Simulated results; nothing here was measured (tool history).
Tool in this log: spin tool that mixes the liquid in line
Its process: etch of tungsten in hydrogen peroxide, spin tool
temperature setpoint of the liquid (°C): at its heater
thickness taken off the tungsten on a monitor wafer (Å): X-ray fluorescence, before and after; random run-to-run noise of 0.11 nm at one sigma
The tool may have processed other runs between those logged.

run	day	temperature setpoint of the liquid (°C)	concentration of hydrogen peroxide in the mixed liquid (% by weight)	time under the liquid (s)	thickness taken off the tungsten on a monitor wafer (Å)
1	0	42	22	55	282.38
2	0.275	41	22	55	266.86
3	0.512	40.5	22	55	258.72
4	0.654	34	22	55	167.65
5	0.829	32	22	55	146.47
6	1.162	37.5	22	55	215.07
7	1.188	37	22	55	207.05

The next listed run, before its measurement:
# day 1.371: new drum of peroxide connected
8	1.371	36.5	22	55	?

For run 8 the tool returned thickness taken off the tungsten on a monitor wafer (Å) 207.87.

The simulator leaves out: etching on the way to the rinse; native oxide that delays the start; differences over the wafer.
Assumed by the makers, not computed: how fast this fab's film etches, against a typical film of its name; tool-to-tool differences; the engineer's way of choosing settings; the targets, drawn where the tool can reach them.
